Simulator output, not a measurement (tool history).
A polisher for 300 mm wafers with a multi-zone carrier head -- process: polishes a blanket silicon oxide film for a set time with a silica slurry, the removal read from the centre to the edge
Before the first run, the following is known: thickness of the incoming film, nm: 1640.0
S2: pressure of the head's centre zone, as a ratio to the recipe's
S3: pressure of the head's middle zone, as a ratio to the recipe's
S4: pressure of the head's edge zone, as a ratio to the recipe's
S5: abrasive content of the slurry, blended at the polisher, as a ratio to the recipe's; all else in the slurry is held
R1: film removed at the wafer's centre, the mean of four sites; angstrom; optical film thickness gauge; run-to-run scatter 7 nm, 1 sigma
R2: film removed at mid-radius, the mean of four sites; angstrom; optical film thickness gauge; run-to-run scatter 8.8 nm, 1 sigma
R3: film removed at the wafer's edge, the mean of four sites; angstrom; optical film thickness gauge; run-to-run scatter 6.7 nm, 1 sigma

run 1 day=0.000 | flow_of_slurry_(ml/min)=270 S2=1.00 S3=1.00 S4=1.00 S5=1.00 polishing_time_(s)=89 | R1=5383.2 R2=5502.8 R3=5169.9
run 2 day=0.329 | flow_of_slurry_(ml/min)=300 S2=1.00 S3=1.00 S4=1.00 S5=1.00 polishing_time_(s)=89 | R1=5490.1 R2=5389.1 R3=5245.8
run 3 day=0.504 | flow_of_slurry_(ml/min)=300 S2=1.00 S3=1.09 S4=1.00 S5=1.00 polishing_time_(s)=89 | R1=5546.8 R2=5853.9 R3=5325.2
run 4 day=0.871 | flow_of_slurry_(ml/min)=305 S2=1.01 S3=1.10 S4=1.03 S5=1.10 polishing_time_(s)=90 | R1=5742.3 R2=6263.1 R3=5557.5
run 5 day=1.192 | flow_of_slurry_(ml/min)=320 S2=1.02 S3=1.08 S4=1.05 S5=1.15 polishing_time_(s)=93 | R1=6218.4 R2=6327.3 R3=5866.3
run 6 day=1.442 | flow_of_slurry_(ml/min)=320 S2=1.02 S3=1.08 S4=1.06 S5=1.20 polishing_time_(s)=96 | R1=6380.3 R2=6738.4 R3=6239.2
run 7 day=1.550 | flow_of_slurry_(ml/min)=325 S2=1.03 S3=1.08 S4=1.07 S5=1.25 polishing_time_(s)=98 | R1=6644.4 R2=6775.0 R3=6279.8

Run 8 has not been measured yet. What should we expect?
run 8 day=1.721 | flow_of_slurry_(ml/min)=330 S2=1.03 S3=1.08 S4=1.09 S5=1.30 polishing_time_(s)=101 | R1=? R2=? R3=?

{"run 8": {"R1": 6955.7, "R2": 7199.2, "R3": 6747.3}}
